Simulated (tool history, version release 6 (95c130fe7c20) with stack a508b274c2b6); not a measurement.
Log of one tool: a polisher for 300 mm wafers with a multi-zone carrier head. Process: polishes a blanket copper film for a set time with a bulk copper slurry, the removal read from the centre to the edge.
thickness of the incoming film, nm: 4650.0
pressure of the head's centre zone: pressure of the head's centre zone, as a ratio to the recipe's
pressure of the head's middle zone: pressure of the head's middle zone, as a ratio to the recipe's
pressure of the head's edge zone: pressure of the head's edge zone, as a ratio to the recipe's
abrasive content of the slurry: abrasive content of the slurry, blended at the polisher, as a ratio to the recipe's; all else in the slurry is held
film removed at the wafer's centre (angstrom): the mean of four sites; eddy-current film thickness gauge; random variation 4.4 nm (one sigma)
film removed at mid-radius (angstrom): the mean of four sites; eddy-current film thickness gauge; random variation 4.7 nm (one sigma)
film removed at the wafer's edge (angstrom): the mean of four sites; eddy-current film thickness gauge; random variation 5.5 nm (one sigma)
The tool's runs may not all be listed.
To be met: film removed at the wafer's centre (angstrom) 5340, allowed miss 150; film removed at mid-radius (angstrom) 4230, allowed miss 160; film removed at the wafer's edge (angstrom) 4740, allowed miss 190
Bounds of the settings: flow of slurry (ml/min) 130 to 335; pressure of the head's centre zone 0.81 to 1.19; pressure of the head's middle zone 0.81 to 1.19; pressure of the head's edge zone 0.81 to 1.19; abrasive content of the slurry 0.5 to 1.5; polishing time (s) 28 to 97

| run | hour | flow of slurry (ml/min) | pressure of the head's centre zone | pressure of the head's middle zone | pressure of the head's edge zone | abrasive content of the slurry | polishing time (s) | film removed at the wafer's centre (angstrom) | film removed at mid-radius (angstrom) | film removed at the wafer's edge (angstrom) |
|---|---|---|---|---|---|---|---|---|---|---|
| 1 | 0 | 215 | 1 | 1 | 1 | 1 | 62 | 3593.9 | 3623.1 | 3556.9 |
| 2 | 3.3 | 215 | 1 | 1.07 | 1 | 1 | 62 | 3620.5 | 3871.1 | 3606.2 |
| 3 | 4 | 225 | 1.04 | 1.05 | 1.04 | 1.1 | 63 | 3909.3 | 4031.9 | 3807.3 |
| 4 | 12.9 | 200 | 1.04 | 1.05 | 1.04 | 1.1 | 63 | 3879.6 | 3981.7 | 3728.5 |
| 5 | 20.1 | 200 | 1.04 | 1.05 | 1.07 | 1.1 | 63 | 3908.2 | 3835.5 | 3759.5 |
| 6 | 23.4 | 200 | 1.04 | 1.05 | 1.07 | 1.1 | 76 | 4604.6 | 4685.5 | 4630.2 |
| 7 | 24.4 | 200 | 1.07 | 1.02 | 1.08 | 1.1 | 76 | 4859.6 | 4539.1 | 4642 |
| 8 | 30.1 | 200 | 1.08 | 1.01 | 1.09 | 1.1 | 76 | 4843.1 | 4492.9 | 4641.9 |
| 9 | 38.4 | 200 | 1.08 | 1.01 | 1.09 | 1.1 | 76 | 4882.6 | 4492.7 | 4638.4 |
| 10 | 42 | 200 | 1.09 | 1 | 1.1 | 1.1 | 76 | 4826.7 | 4513.6 | 4639.3 |
| 11 | 44.6 | 195 | 1.11 | 0.97 | 1.11 | 1.15 | 76 | 4946.8 | 4429 | 4681.8 |

Which of these 4 next moves meets every target?
| A | 47.2 | 170 | 1.19 | 0.93 | 1.12 | 0.85 | 83 | ? | ? | ? |
| B | 47.2 | 250 | 1.12 | 1.01 | 1.13 | 0.95 | 80 | ? | ? | ? |
| C | 47.2 | 185 | 1.07 | 1.11 | 1.02 | 1.3 | 71 | ? | ? | ? |
| D | 47.2 | 200 | 1.01 | 1.08 | 1.08 | 1.3 | 73 | ? | ? | ? |

| move | film removed at the wafer's centre (angstrom) | film removed at mid-radius (angstrom) | film removed at the wafer's edge (angstrom) |
|---|---|---|---|
| A | 5317.9 | 4173.2 | 4778.4 |
| B | 5305.8 | 4708.2 | 4967.9 |
| C | 4620.1 | 4675.4 | 4366.5 |
| D | 4547.8 | 4759.1 | 4665.4 |
A: meets every target
B: brings the result that was furthest off to its target, and leaves another outside
C: further off than the last run
D: further off than the last run
Move A is the one to make.
